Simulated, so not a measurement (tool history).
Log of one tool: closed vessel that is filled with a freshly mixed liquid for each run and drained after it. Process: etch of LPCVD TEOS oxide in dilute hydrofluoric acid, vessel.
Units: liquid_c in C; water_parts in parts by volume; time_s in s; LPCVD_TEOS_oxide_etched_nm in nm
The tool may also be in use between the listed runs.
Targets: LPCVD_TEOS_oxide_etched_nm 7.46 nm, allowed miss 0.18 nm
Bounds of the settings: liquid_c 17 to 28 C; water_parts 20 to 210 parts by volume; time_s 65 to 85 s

Run 1, hour 0: liquid_c 20 C, water_parts 115 parts by volume, time_s 85 s. Result: LPCVD_TEOS_oxide_etched_nm 15.503 nm.
Run 2, hour 1.5: liquid_c 21.5 C, water_parts 115 parts by volume, time_s 85 s. Result: LPCVD_TEOS_oxide_etched_nm 16.425 nm.
Run 3, hour 5.6: liquid_c 20.5 C, water_parts 130 parts by volume, time_s 85 s. Result: LPCVD_TEOS_oxide_etched_nm 13.813 nm.
Run 4, hour 7.1: liquid_c 20.5 C, water_parts 130 parts by volume, time_s 85 s. Result: LPCVD_TEOS_oxide_etched_nm 13.813 nm.
Run 5, hour 12.6: liquid_c 19.5 C, water_parts 145 parts by volume, time_s 85 s. Result: LPCVD_TEOS_oxide_etched_nm 11.523 nm.
Run 6, hour 15.1: liquid_c 19.5 C, water_parts 145 parts by volume, time_s 65 s. Result: LPCVD_TEOS_oxide_etched_nm 8.9368 nm.
Run 7, hour 17.3: liquid_c 19 C, water_parts 145 parts by volume, time_s 65 s. Result: LPCVD_TEOS_oxide_etched_nm 8.8287 nm.
Run 8, hour 24.3: liquid_c 18.5 C, water_parts 145 parts by volume, time_s 65 s. Result: LPCVD_TEOS_oxide_etched_nm 8.4734 nm.
Run 9, hour 27.5: liquid_c 18 C, water_parts 145 parts by volume, time_s 65 s. Result: LPCVD_TEOS_oxide_etched_nm 8.3762 nm.
Run 10, hour 32.3: liquid_c 17.5 C, water_parts 145 parts by volume, time_s 65 s. Result: LPCVD_TEOS_oxide_etched_nm 8.2037 nm.
Run 11, hour 38.7: liquid_c 17 C, water_parts 150 parts by volume, time_s 65 s. Result: LPCVD_TEOS_oxide_etched_nm 7.7726 nm.

Which of these 4 next moves meets every target?
Run A, hour 45.1: liquid_c 18.5 C, water_parts 175 parts by volume, time_s 80 s. Result: LPCVD_TEOS_oxide_etched_nm ?.
Run B, hour 45.1: liquid_c 17 C, water_parts 160 parts by volume, time_s 70 s. Result: LPCVD_TEOS_oxide_etched_nm ?.
Run C, hour 45.1: liquid_c 18 C, water_parts 180 parts by volume, time_s 75 s. Result: LPCVD_TEOS_oxide_etched_nm ?.
Run D, hour 45.1: liquid_c 17 C, water_parts 170 parts by volume, time_s 80 s. Result: LPCVD_TEOS_oxide_etched_nm ?.

move  LPCVD_TEOS_oxide_etched_nm
   A                      8.5377
   B                       7.804
   C                      7.5915
   D                      8.3147
A: further off than the last run
B: further off than the last run
C: meets every target
D: further off than the last run
The right move is C.
